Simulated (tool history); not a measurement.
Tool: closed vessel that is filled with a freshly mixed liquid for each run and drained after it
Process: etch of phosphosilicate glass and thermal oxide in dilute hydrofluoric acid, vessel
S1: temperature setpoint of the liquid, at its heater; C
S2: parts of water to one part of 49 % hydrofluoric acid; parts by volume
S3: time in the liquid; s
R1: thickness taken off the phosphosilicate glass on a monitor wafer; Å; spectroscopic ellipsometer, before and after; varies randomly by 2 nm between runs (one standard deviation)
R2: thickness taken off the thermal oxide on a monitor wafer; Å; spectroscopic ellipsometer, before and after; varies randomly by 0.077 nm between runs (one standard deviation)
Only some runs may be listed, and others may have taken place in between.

run    day    S1  S2  S3      R1      R2
  1      0    20  90  60   969.6  31.957
  2  0.229    21  85  60  1071.7  35.189
  3  0.329    21  85  45  803.07  26.108
  4  0.696    22  75  45  951.02  31.549
     1.004  -- thermometer replaced
  5  1.004    22  90  45  738.27  23.719
  6  1.167    22  70  45   946.1  31.284
  7  1.262    23  65  45  1084.1  35.183
  8  1.588  23.5  60  45  1209.3  39.583
  9  1.658    24  55  45  1370.6  44.271
 10  2.025    28  30  45  3029.6   99.82
 11  2.183  27.5  30  45  2934.9   96.06
 12  2.346    27  30  45  2894.9  94.155
 13  2.429  26.5  30  45    2857  90.736

What will run 14 give?
 14  2.504  26  30  45   ?   ?

{"run 14": {"R1": 2793.6, "R2": 90.142}}
